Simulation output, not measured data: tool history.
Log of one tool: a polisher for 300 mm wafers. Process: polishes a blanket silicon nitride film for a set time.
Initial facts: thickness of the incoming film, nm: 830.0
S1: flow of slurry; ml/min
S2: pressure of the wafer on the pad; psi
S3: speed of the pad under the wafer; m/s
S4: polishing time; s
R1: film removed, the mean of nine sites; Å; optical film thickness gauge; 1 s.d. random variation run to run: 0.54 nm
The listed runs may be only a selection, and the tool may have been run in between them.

run   hour   S1   S2    S3   S4      R1
  1      0  250  2.4  1.38  112  1820.5
  2      5  245    2  1.28  112    1424
  3   13.1  245  2.2  1.28  112  1574.3
  4   20.5  240  1.9  1.22  112  1284.2
  5   27.9  240  2.1  1.22  112  1418.8
  6   31.4  185  2.1  1.22  112  1419.4
  7   38.9  185  2.1  1.22  112  1426.5
  8   47.5  185  1.8   1.2  112  1184.3
  9   54.7  185  1.6   1.2  112  1072.6
 10   55.5  185  1.5   1.2  112  1010.1
 11   57.3  180  1.1   1.2  112  747.67
 12   66.1  180  1.2   1.2  112  810.14
 13   71.2  200  1.3   1.2  112  882.41
 14   79.4  165  1.3   1.2  112  875.59
 15   87.5  165  1.2   1.2  112  792.08
 16   89.4  165  1.2   1.2  112   795.2
 17   93.8  175  1.2   1.2  112  817.53
 18   95.6  180  1.2   1.2  112  815.83
 19    101  180  1.2   1.2  112  808.77
 20  106.4  180  1.3   1.2  112   873.8
 21  111.5  180  1.2   1.2  112  803.57

Forecast run 22:
 22  120.3  180  1.3  1.2  112   ?

{"run 22": {"R1": 873.35}}
